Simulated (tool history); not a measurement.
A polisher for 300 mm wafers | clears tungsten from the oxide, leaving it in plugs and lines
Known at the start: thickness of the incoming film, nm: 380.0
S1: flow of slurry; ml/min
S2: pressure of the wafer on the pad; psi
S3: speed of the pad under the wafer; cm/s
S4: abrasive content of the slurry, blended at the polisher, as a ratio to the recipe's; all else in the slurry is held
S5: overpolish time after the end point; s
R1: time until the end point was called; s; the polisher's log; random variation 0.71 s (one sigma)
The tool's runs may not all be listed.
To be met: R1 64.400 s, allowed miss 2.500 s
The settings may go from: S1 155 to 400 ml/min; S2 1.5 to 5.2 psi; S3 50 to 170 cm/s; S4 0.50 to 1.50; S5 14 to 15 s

run,hour,S1,S2,S3,S4,S5,R1
1,0.0,255,3.3,110,1.00,14,79.181
2,3.9,255,3.4,110,1.00,14,78.118
3,7.1,235,3.4,110,1.00,14,78.273
4,15.2,235,3.4,110,1.00,15,76.547
5,18.9,235,3.5,110,1.00,15,76.254
6,20.9,235,3.6,110,1.00,15,73.985
7,24.6,235,3.7,110,1.00,15,72.669
8,26.7,235,3.8,110,1.00,15,71.134
9,28.8,235,3.9,110,1.00,15,67.968

4 next moves are on the table. One of them brings every result within its allowed miss. Which?
A,30.9,225,4.1,98,1.05,15,?
B,30.9,205,3.5,126,1.20,15,?
C,30.9,235,4.3,96,1.05,14,?
D,30.9,160,3.9,110,1.00,14,?

move,R1
A,73.328
B,65.613
C,71.005
D,73.719
A: further off than the last run
B: meets every target
C: further off than the last run
D: further off than the last run
The right move is B.
